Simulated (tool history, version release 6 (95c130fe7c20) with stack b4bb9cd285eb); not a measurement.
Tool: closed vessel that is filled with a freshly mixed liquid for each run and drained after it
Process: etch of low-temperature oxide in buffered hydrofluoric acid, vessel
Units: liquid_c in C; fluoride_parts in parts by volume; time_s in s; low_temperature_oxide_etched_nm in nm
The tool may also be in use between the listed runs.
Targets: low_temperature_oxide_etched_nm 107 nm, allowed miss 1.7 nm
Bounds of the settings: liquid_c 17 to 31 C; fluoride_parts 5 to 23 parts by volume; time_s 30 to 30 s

run  hour  liquid_c  fluoride_parts  time_s  low_temperature_oxide_etched_nm
  1     0        23              14      30                           149.81
  2     4        22              14      30                           141.41
  3  11.2        21              14      30                           133.89
  4  18.8        21              14      30                           133.02
  5  27.8      22.5              14      30                            145.9
  6  32.9      22.5              11      30                           183.21
  7  40.4      21.5            11.5      30                           166.99
  8  42.4        21              12      30                           154.97
  9  45.2      20.5            12.5      30                            146.2
 10  49.1        20              13      30                           135.34
 11  57.4      19.5              13      30                           132.82
 12  62.3        17            14.5      30                            103.2

Which of these 4 next moves meets every target?
  A  67.2      17.5              14      30                                ?
  B  67.2        17              14      30                                ?
  C  67.2      18.5            14.5      30                                ?
  D  67.2        17            13.5      30                                ?

move  low_temperature_oxide_etched_nm
   A                           110.02
   B                           106.93
   C                           112.51
   D                           110.82
A: takes the result that was furthest off past its target
B: meets every target
C: takes the result that was furthest off past its target
D: takes the result that was furthest off past its target
The right move is B.
